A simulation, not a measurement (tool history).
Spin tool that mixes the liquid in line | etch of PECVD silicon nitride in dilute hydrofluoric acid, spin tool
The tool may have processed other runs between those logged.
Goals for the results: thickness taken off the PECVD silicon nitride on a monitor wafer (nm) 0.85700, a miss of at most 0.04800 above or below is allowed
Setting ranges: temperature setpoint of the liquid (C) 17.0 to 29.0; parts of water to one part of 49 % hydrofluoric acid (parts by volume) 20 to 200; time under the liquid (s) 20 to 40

run	hour	temperature setpoint of the liquid (C)	parts of water to one part of 49 % hydrofluoric acid (parts by volume)	time under the liquid (s)	thickness taken off the PECVD silicon nitride on a monitor wafer (nm)
1	0.0	21.0	110	40	0.46766
2	1.9	21.0	110	40	0.45677
3	4.7	22.0	110	40	0.49521
4	12.7	22.0	110	40	0.49439
5	14.6	22.0	110	20	0.25286
6	16.5	21.5	100	20	0.25874
7	18.9	22.0	110	20	0.24434
8	23.4	21.5	100	20	0.26794
9	25.6	22.5	110	20	0.25674
10	30.1	22.0	100	20	0.27749
11	33.7	22.0	100	20	0.26925
12	42.0	21.5	110	20	0.23370
13	46.7	22.5	105	20	0.26684
# hour 54.7: thermometer replaced
14	54.7	22.0	95	20	0.33646

Below are 5 possible settings for the next run. Only one of them brings all results inside the allowed miss of their targets. Which is it?
A	62.7	20.5	125	40	?
B	62.7	25.0	65	20	?
C	62.7	20.0	65	40	?
D	62.7	25.0	130	40	?
E	62.7	18.0	120	25	?

move	thickness taken off the PECVD silicon nitride on a monitor wafer (nm)
A	0.45513
B	0.58438
C	0.83299
D	0.58884
E	0.24976
A: nearer than the last run, and not there yet
B: nearer than the last run, and not there yet
C: in spec on every target
D: nearer than the last run, and not there yet
E: the biggest miss grows against the last run
Go with C: it meets all targets.
